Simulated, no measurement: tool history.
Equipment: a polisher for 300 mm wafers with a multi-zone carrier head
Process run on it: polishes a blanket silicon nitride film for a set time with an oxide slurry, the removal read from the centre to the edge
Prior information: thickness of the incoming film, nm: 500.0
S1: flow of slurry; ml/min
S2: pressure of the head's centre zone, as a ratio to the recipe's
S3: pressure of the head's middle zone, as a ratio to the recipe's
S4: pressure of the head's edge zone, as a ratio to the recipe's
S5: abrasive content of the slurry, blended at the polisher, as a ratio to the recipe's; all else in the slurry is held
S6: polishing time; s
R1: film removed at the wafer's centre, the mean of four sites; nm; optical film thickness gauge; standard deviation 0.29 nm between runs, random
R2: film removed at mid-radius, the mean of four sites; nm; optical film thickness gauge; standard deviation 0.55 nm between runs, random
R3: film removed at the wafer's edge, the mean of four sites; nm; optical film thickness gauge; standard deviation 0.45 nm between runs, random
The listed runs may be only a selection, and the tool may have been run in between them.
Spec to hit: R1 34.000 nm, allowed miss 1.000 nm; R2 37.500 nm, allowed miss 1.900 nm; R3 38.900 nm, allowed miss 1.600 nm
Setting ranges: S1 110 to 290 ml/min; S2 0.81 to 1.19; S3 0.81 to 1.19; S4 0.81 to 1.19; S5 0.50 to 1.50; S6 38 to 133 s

run	hour	S1	S2	S3	S4	S5	S6	R1	R2	R3
1	0.0	185	1.00	1.00	1.00	1.00	85	50.402	51.196	51.833
2	6.7	180	0.98	0.99	0.98	0.95	85	47.342	47.581	51.693
3	14.1	180	0.98	0.94	0.98	0.95	85	47.543	46.734	49.993
4	21.6	180	1.02	0.94	0.98	0.95	85	49.290	45.469	50.151
5	24.3	195	1.00	0.96	0.96	0.85	83	45.002	44.222	45.351
6	28.4	195	0.98	0.95	0.95	0.80	83	42.233	42.906	43.871
7	34.8	195	0.96	0.94	0.94	0.80	83	42.045	41.464	44.735
8	40.9	195	0.95	0.95	0.94	0.75	83	38.927	41.285	42.546
9	43.6	190	0.94	0.95	0.93	0.75	83	38.807	41.225	42.131
10	50.3	185	0.93	0.94	0.92	0.75	83	38.176	38.439	42.650
11	56.5	185	0.92	0.95	0.91	0.75	83	37.803	39.446	41.327
12	59.8	180	0.91	0.96	0.90	0.75	83	37.514	39.271	41.167
13	61.2	175	0.90	0.97	0.89	0.75	83	36.594	39.593	40.977
14	68.9	170	0.89	0.97	0.88	0.75	83	36.311	40.026	40.709

Which one of the following 5 next-run settings gets every result inside its allowed miss? There is exactly one.
A	76.6	185	0.85	1.06	0.81	0.80	78	?	?	?
B	76.6	170	0.90	1.12	0.87	0.75	80	?	?	?
C	76.6	155	0.89	0.96	0.91	0.80	77	?	?	?
D	76.6	150	1.00	0.88	0.88	0.85	79	?	?	?
E	76.6	175	0.89	0.95	0.89	0.90	80	?	?	?

move	R1	R2	R3
A	34.434	42.705	39.194
B	35.289	43.355	39.092
C	34.264	37.483	39.455
D	40.696	36.852	41.337
E	39.255	42.440	44.408
A: brings the result that was furthest off to its target, and leaves another outside
B: the biggest miss grows against the last run
C: hits every target within its allowed miss
D: the biggest miss grows against the last run
E: the biggest miss grows against the last run
Move C is the one to make.

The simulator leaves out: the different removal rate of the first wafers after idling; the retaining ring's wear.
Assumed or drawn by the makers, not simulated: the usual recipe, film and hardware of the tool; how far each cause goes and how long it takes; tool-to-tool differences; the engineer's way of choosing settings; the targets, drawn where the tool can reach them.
